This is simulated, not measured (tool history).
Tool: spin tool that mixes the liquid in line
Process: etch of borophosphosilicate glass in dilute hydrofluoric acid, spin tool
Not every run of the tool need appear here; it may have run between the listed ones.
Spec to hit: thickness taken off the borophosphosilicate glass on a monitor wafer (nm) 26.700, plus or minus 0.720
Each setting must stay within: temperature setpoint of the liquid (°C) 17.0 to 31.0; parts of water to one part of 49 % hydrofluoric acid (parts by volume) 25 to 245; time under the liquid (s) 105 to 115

| run | hour | temperature setpoint of the liquid (°C) | parts of water to one part of 49 % hydrofluoric acid (parts by volume) | time under the liquid (s) | thickness taken off the borophosphosilicate glass on a monitor wafer (nm) |
|---|---|---|---|---|---|
| 1 | 0.0 | 23.0 | 135 | 105 | 34.998 |
| 2 | 0.7 | 23.0 | 110 | 105 | 44.409 |
| 3 | 5.7 | 20.5 | 110 | 105 | 40.302 |
| 4 | 8.6 | 20.0 | 115 | 105 | 36.882 |
| 5 | 12.8 | 20.0 | 115 | 115 | 40.650 |
| 6 | 19.1 | 19.5 | 120 | 115 | 38.415 |
| 7 | 27.5 | 19.0 | 125 | 115 | 35.584 |
| 8 | 32.8 | 18.0 | 135 | 115 | 31.915 |
| 9 | 35.9 | 17.5 | 145 | 115 | 28.605 |

4 candidate next runs follow, results not yet known. Just one meets every target within its allowed miss. Identify it.
| A | 39.0 | 19.0 | 140 | 105 | ? |
| B | 39.0 | 17.0 | 140 | 105 | ? |
| C | 39.0 | 17.0 | 125 | 110 | ? |
| D | 39.0 | 18.0 | 125 | 110 | ? |

| move | thickness taken off the borophosphosilicate glass on a monitor wafer (nm) |
|---|---|
| A | 29.084 |
| B | 26.803 |
| C | 31.921 |
| D | 33.270 |
A: moves away from the targets compared with the last run
B: meets every target
C: moves away from the targets compared with the last run
D: moves away from the targets compared with the last run
Correct choice: B, which meets every target
